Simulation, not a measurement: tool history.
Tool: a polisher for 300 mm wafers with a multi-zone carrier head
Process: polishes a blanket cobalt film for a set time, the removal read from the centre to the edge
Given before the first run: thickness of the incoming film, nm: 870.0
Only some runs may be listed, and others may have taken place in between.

run  hour  flow of slurry (ml/min)  pressure of the head's centre zone  pressure of the head's middle zone  pressure of the head's edge zone  polishing time (s)  film removed at the wafer's centre (Å)  film removed at mid-radius (Å)  film removed at the wafer's edge (Å)
  1     0                      305                                   1                                   1                                 1                  87                                  2116.6                          2098.6                                2097.7
  2   1.8                      305                                1.04                                   1                                 1                  87                                  2186.5                          2051.3                                2092.5
  3   4.1                      300                                1.03                                0.98                              0.97                  79                                  1981.9                          1841.9                                1898.6
  4   6.7                      300                                0.99                                0.98                              0.97                  79                                  1885.9                          1853.6                                1839.7
  5  12.5                      295                                0.97                                0.94                              0.94                  75                                  1769.4                          1704.1                                1740.5
  6  19.9                      295                                0.97                                0.94                              0.94                  56                                  1288.7                          1264.8                                1319.7

For run 7, what comes out?
  7  28.4                      295                                0.97                                0.94                              0.94                  56                                       ?                               ?                                     ?

Run 7 measured film removed at the wafer's centre (Å) 1315.7, film removed at mid-radius (Å) 1274.8, film removed at the wafer's edge (Å) 1334.7.
